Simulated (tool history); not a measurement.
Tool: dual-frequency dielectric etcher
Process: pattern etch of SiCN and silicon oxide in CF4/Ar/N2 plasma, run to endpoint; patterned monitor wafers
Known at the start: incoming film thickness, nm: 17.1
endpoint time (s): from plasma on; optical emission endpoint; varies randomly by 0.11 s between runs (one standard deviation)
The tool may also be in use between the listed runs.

| run | hour | source power (W) | bias power (W) | Ar flow (sccm) | CF4 flow (sccm) | endpoint time (s) |
|---|---|---|---|---|---|---|
| 1 | 0.0 | 530 | 77 | 116 | 74 | 15.313 |
| 2 | 1.8 | 530 | 77 | 116 | 86 | 14.643 |
| 3 | 5.5 | 530 | 77 | 116 | 81 | 15.166 |
| 4 | 6.4 | 530 | 77 | 135 | 81 | 15.322 |
| 5 | 11.9 | 460 | 77 | 135 | 81 | 17.988 |
| 6 | 14.2 | 460 | 77 | 145 | 81 | 18.391 |

Expected results for the next run?
| 7 | 18.8 | 560 | 84 | 141 | 82 | ? |

endpoint time (s): 14.169
